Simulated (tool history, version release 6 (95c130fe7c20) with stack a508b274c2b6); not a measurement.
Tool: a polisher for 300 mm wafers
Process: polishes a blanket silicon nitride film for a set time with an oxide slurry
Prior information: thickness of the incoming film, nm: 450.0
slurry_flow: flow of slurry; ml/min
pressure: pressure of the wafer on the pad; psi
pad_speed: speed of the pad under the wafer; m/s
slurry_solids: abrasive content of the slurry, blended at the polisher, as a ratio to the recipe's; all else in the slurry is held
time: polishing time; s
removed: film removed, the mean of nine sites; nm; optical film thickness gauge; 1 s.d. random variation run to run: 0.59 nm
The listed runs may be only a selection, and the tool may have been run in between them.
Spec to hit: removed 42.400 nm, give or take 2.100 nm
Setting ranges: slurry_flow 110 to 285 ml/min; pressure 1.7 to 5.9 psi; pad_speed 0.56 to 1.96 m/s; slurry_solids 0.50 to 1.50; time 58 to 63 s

Run 1, hour 0.0: slurry_flow 180 ml/min, pressure 3.8 psi, pad_speed 1.26 m/s, slurry_solids 1.00, time 63 s. Result: removed 56.526 nm.
Run 2, hour 8.2: slurry_flow 180 ml/min, pressure 3.8 psi, pad_speed 1.26 m/s, slurry_solids 1.00, time 58 s. Result: removed 51.067 nm.
Run 3, hour 11.9: slurry_flow 180 ml/min, pressure 3.6 psi, pad_speed 1.26 m/s, slurry_solids 1.00, time 58 s. Result: removed 50.742 nm.
Run 4, hour 16.8: slurry_flow 180 ml/min, pressure 3.6 psi, pad_speed 1.26 m/s, slurry_solids 1.00, time 58 s. Result: removed 52.178 nm.
Run 5, hour 19.2: slurry_flow 150 ml/min, pressure 3.6 psi, pad_speed 1.26 m/s, slurry_solids 1.00, time 58 s. Result: removed 49.129 nm.
Run 6, hour 19.8: slurry_flow 150 ml/min, pressure 3.4 psi, pad_speed 1.26 m/s, slurry_solids 1.00, time 58 s. Result: removed 48.501 nm.
Run 7, hour 22.2: slurry_flow 150 ml/min, pressure 3.2 psi, pad_speed 1.24 m/s, slurry_solids 1.00, time 58 s. Result: removed 45.205 nm.
Run 8, hour 23.9: slurry_flow 150 ml/min, pressure 3.1 psi, pad_speed 1.24 m/s, slurry_solids 1.00, time 58 s. Result: removed 44.756 nm.

Below are 4 possible settings for the next run. Only one of them brings all results inside the allowed miss of their targets. Which is it?
Run A, hour 25.6: slurry_flow 175 ml/min, pressure 3.0 psi, pad_speed 1.50 m/s, slurry_solids 0.75, time 61 s. Result: removed ?.
Run B, hour 25.6: slurry_flow 120 ml/min, pressure 3.1 psi, pad_speed 1.34 m/s, slurry_solids 1.15, time 61 s. Result: removed ?.
Run C, hour 25.6: slurry_flow 115 ml/min, pressure 2.0 psi, pad_speed 1.40 m/s, slurry_solids 1.15, time 63 s. Result: removed ?.
Run D, hour 25.6: slurry_flow 180 ml/min, pressure 3.6 psi, pad_speed 1.10 m/s, slurry_solids 0.85, time 63 s. Result: removed ?.

move  removed
   A   47.145
   B   50.039
   C   41.862
   D   47.291
A: moves away from the targets compared with the last run
B: moves away from the targets compared with the last run
C: all results in spec
D: moves away from the targets compared with the last run
Move C is the one to make.
